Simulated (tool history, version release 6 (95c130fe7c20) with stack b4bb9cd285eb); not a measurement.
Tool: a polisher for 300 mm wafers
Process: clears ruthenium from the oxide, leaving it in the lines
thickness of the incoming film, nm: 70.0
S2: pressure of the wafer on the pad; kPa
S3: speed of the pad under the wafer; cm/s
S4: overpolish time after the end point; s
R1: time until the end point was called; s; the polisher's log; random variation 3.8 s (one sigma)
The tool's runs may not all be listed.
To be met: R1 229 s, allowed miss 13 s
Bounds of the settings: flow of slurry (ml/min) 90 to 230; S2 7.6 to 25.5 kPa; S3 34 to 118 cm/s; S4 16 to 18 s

Run 1, hour 0: flow of slurry (ml/min) 150, S2 16.5 kPa, S3 76 cm/s, S4 16 s. Result: R1 84.137 s.
Run 2, hour 7: flow of slurry (ml/min) 150, S2 16.5 kPa, S3 76 cm/s, S4 18 s. Result: R1 84.942 s.
Run 3, hour 15.3: flow of slurry (ml/min) 150, S2 16.5 kPa, S3 76 cm/s, S4 18 s. Result: R1 83.647 s.
Run 4, hour 19: flow of slurry (ml/min) 150, S2 15.2 kPa, S3 70 cm/s, S4 18 s. Result: R1 98.241 s.
Run 5, hour 26.7: flow of slurry (ml/min) 165, S2 15.2 kPa, S3 70 cm/s, S4 18 s. Result: R1 98.654 s.
Run 6, hour 29: flow of slurry (ml/min) 165, S2 16.5 kPa, S3 70 cm/s, S4 18 s. Result: R1 89.228 s.
Run 7, hour 30.9: flow of slurry (ml/min) 155, S2 12.4 kPa, S3 50 cm/s, S4 18 s. Result: R1 164.3 s.
Run 8, hour 34.9: flow of slurry (ml/min) 155, S2 11.7 kPa, S3 50 cm/s, S4 18 s. Result: R1 177.52 s.

Which of these 5 next moves meets every target?
Run A, hour 38.9: flow of slurry (ml/min) 140, S2 9 kPa, S3 42 cm/s, S4 16 s. Result: R1 ?.
Run B, hour 38.9: flow of slurry (ml/min) 160, S2 11.7 kPa, S3 38 cm/s, S4 17 s. Result: R1 ?.
Run C, hour 38.9: flow of slurry (ml/min) 130, S2 11.7 kPa, S3 44 cm/s, S4 16 s. Result: R1 ?.
Run D, hour 38.9: flow of slurry (ml/min) 170, S2 13.1 kPa, S3 38 cm/s, S4 16 s. Result: R1 ?.
Run E, hour 38.9: flow of slurry (ml/min) 110, S2 12.4 kPa, S3 46 cm/s, S4 16 s. Result: R1 ?.

move      R1
   A  277.35
   B  230.32
   C  208.74
   D  204.88
   E  197.05
A: takes the result that was furthest off past its target
B: meets every target
C: nearer than the last run, and not there yet
D: nearer than the last run, and not there yet
E: nearer than the last run, and not there yet
Move B is the one to make.
